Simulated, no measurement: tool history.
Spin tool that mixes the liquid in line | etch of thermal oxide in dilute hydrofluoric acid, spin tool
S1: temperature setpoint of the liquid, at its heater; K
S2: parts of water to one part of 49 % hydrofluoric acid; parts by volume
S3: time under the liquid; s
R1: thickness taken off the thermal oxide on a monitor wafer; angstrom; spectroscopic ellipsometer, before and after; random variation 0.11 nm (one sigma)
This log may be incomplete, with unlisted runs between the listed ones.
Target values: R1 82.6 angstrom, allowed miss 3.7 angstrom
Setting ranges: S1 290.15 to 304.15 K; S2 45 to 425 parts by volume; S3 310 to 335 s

run 1 hour=0 | S1=296.15 S2=235 S3=310 | R1=50.438
run 2 hour=6.4 | S1=293.15 S2=235 S3=310 | R1=43.936
run 3 hour=7.3 | S1=294.15 S2=230 S3=310 | R1=48.891
run 4 hour=8.6 | S1=295.15 S2=225 S3=310 | R1=50.616
run 5 hour=10.1 | S1=296.15 S2=220 S3=310 | R1=54.476
run 6 hour=16.5 | S1=296.15 S2=220 S3=335 | R1=58.973
run 7 hour=21.4 | S1=296.65 S2=215 S3=335 | R1=59.836
run 8 hour=22 | S1=297.15 S2=210 S3=335 | R1=65.033
run 9 hour=27.2 | S1=297.65 S2=210 S3=335 | R1=66.31
run 10 hour=28.8 | S1=298.15 S2=210 S3=335 | R1=68.534
run 11 hour=33.8 | S1=298.65 S2=210 S3=335 | R1=67.782

5 candidate next runs follow, results not yet known. Just one meets every target within its allowed miss. Identify it.
run A hour=38.8 | S1=302.65 S2=220 S3=335 | R1=?
run B hour=38.8 | S1=298.15 S2=190 S3=335 | R1=?
run C hour=38.8 | S1=301.15 S2=165 S3=315 | R1=?
run D hour=38.8 | S1=299.15 S2=185 S3=335 | R1=?
run E hour=38.8 | S1=298.15 S2=160 S3=335 | R1=?

move=A R1=73.711
move=B R1=75.293
move=C R1=93.665
move=D R1=80.67
move=E R1=92.502
A: gains on the last run, yet a result remains outside its allowed miss
B: gains on the last run, yet a result remains outside its allowed miss
C: the result that was furthest off in the last run now lies on the other side of its target
D: meets every target
E: the result that was furthest off in the last run now lies on the other side of its target
The move that meets every target is D.
